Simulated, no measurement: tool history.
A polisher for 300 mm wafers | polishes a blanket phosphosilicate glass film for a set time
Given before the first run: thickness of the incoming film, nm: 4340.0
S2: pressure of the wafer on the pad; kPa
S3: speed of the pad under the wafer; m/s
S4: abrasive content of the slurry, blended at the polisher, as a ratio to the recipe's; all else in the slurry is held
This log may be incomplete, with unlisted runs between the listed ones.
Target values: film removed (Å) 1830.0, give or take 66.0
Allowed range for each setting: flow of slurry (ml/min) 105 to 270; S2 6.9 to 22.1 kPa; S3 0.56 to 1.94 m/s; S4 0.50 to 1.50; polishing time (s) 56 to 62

run 1 hour=0.0 | flow_of_slurry_(ml/min)=175 S2=14.5 S3=1.24 S4=1.00 polishing_time_(s)=62 | film_removed_(Å)=3794.1
run 2 hour=1.5 | flow_of_slurry_(ml/min)=175 S2=17.9 S3=1.24 S4=1.00 polishing_time_(s)=62 | film_removed_(Å)=4544.9
run 3 hour=9.0 | flow_of_slurry_(ml/min)=175 S2=17.9 S3=1.24 S4=1.00 polishing_time_(s)=62 | film_removed_(Å)=4565.0
run 4 hour=14.8 | flow_of_slurry_(ml/min)=175 S2=17.9 S3=1.24 S4=1.00 polishing_time_(s)=62 | film_removed_(Å)=4595.4
run 5 hour=22.3 | flow_of_slurry_(ml/min)=175 S2=15.9 S3=1.16 S4=1.00 polishing_time_(s)=62 | film_removed_(Å)=3902.6
run 6 hour=23.0 | flow_of_slurry_(ml/min)=175 S2=13.8 S3=1.08 S4=1.00 polishing_time_(s)=62 | film_removed_(Å)=3246.9
run 7 hour=27.2 | flow_of_slurry_(ml/min)=175 S2=12.4 S3=1.04 S4=1.00 polishing_time_(s)=62 | film_removed_(Å)=2876.0
run 8 hour=28.9 | flow_of_slurry_(ml/min)=175 S2=11.0 S3=1.00 S4=1.00 polishing_time_(s)=62 | film_removed_(Å)=2487.0
run 9 hour=37.7 | flow_of_slurry_(ml/min)=175 S2=10.3 S3=1.00 S4=1.00 polishing_time_(s)=62 | film_removed_(Å)=2380.7
run 10 hour=45.1 | flow_of_slurry_(ml/min)=175 S2=9.7 S3=1.00 S4=1.00 polishing_time_(s)=62 | film_removed_(Å)=2288.8
run 11 hour=47.4 | flow_of_slurry_(ml/min)=175 S2=9.0 S3=1.00 S4=1.00 polishing_time_(s)=62 | film_removed_(Å)=2143.2
run 12 hour=52.4 | flow_of_slurry_(ml/min)=175 S2=8.3 S3=1.00 S4=1.00 polishing_time_(s)=62 | film_removed_(Å)=1988.5
run 13 hour=53.8 | flow_of_slurry_(ml/min)=165 S2=6.9 S3=1.00 S4=1.00 polishing_time_(s)=62 | film_removed_(Å)=1704.0
run 14 hour=62.1 | flow_of_slurry_(ml/min)=170 S2=6.9 S3=1.00 S4=1.00 polishing_time_(s)=62 | film_removed_(Å)=1719.7

Exercise: of the 4 proposed moves below, exactly one satisfies all targets within the stated allowed misses. Which move is it?
run A hour=70.4 | flow_of_slurry_(ml/min)=175 S2=8.3 S3=0.88 S4=1.10 polishing_time_(s)=61 | film_removed_(Å)=?
run B hour=70.4 | flow_of_slurry_(ml/min)=105 S2=6.9 S3=1.12 S4=1.05 polishing_time_(s)=56 | film_removed_(Å)=?
run C hour=70.4 | flow_of_slurry_(ml/min)=160 S2=6.9 S3=0.98 S4=1.00 polishing_time_(s)=60 | film_removed_(Å)=?
run D hour=70.4 | flow_of_slurry_(ml/min)=115 S2=8.3 S3=0.92 S4=1.00 polishing_time_(s)=56 | film_removed_(Å)=?

move=A film_removed_(Å)=1809.9
move=B film_removed_(Å)=1522.0
move=C film_removed_(Å)=1570.3
move=D film_removed_(Å)=1499.1
A: each result inside its tolerance
B: misses by more than the last run did
C: misses by more than the last run did
D: misses by more than the last run did
The move that meets every target is A.
